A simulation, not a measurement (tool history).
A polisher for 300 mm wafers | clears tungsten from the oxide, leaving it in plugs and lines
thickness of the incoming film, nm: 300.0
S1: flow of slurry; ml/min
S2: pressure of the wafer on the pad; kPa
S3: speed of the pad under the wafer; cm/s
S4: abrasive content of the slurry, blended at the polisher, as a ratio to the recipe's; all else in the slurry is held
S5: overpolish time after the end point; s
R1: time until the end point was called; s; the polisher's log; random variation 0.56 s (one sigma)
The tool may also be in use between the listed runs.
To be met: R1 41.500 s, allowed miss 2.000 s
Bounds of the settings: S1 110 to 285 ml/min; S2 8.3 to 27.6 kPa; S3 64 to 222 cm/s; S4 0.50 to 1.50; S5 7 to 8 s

run,day,S1,S2,S3,S4,S5,R1
1,0.000,180,17.9,142,1.00,8,82.149
2,0.325,155,17.9,142,1.00,8,83.761
3,0.388,155,20.0,148,1.00,8,71.847
4,0.492,155,20.0,128,1.00,8,80.689
5,0.654,155,22.1,136,1.00,8,69.948
6,0.788,155,19.3,136,1.00,8,78.966
7,1.025,165,24.1,176,1.05,8,52.735
8,1.279,165,24.8,180,1.05,8,49.775
9,1.350,165,25.5,182,1.05,8,47.977
10,1.621,165,26.2,184,1.05,8,46.076
11,1.717,165,26.2,186,1.05,8,46.002
12,1.842,165,26.2,188,1.05,8,44.223
13,1.908,165,26.9,188,1.05,8,44.724
14,2.225,165,26.9,190,1.05,8,44.167
15,2.567,165,26.9,192,1.05,8,43.431

Which of these 5 next moves meets every target?
A,2.908,155,27.6,178,0.90,7,?
B,2.908,175,25.5,206,0.95,7,?
C,2.908,145,27.6,186,1.00,7,?
D,2.908,220,23.4,222,1.10,8,?
E,2.908,150,25.5,190,1.05,8,?

move,R1
A,48.504
B,45.098
C,45.721
D,42.793
E,47.471
A: further off than the last run
B: further off than the last run
C: further off than the last run
D: meets every target
E: further off than the last run
Answer: D
